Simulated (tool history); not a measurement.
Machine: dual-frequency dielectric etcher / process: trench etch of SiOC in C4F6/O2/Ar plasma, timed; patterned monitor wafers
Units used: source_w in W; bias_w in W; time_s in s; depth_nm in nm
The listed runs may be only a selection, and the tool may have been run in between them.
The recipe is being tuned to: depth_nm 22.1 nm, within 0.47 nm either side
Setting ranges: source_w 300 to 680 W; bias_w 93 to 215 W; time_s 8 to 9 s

run	hour	source_w	bias_w	time_s	depth_nm
1	0	490	154	9	19.87
2	0.9	490	137	9	18.799
3	8.8	540	141	9	19.678
4	13	540	141	8	17.577
5	14.7	540	141	8	17.478
6	22.8	560	161	8	18.816
7	23.7	580	175	8	19.613
8	25.1	600	186	8	20.184
9	26.7	610	194	8	20.741
10	34.6	620	199	8	20.936
11	40.8	630	203	8	21.213
12	48.5	640	206	8	21.534

Pick the move, out of 5, that brings all results within their allowed miss; only one does.
A	56.2	560	214	8	?
B	56.2	610	207	8	?
C	56.2	480	215	9	?
D	56.2	670	189	8	?
E	56.2	640	204	8.5	?

move	depth_nm
A	20.966
B	21.355
C	22.355
D	21.356
E	22.964
A: lands further from the targets than the last run did
B: lands further from the targets than the last run did
C: in spec on every target
D: lands further from the targets than the last run did
E: takes the biggest miss from the last run beyond its target
Move C is the one to make.
